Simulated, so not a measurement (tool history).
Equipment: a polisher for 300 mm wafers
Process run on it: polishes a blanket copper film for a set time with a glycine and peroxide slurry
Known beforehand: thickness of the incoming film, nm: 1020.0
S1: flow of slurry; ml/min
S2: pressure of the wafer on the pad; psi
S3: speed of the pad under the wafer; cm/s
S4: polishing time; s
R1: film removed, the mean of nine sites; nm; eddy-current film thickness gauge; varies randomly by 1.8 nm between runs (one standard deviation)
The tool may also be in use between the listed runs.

run  hour   S1   S2   S3  S4      R1
  1   0.0  230  2.6  102  46  296.10
  2   5.5  230  2.2  102  46  252.29
  3  14.5  275  2.2  102  46  267.76
  4  17.5  295  2.2  102  46  260.58
  5  18.7  240  2.2  102  46  259.19
  6  23.6  240  1.9   94  46  216.97
  7  26.9  240  1.7   90  46  193.45
  8  29.2  240  1.6   88  46  181.90

Predict the results of run 9:
  9  37.4  240  1.5  86  46   ?

R1: 171.87 nm
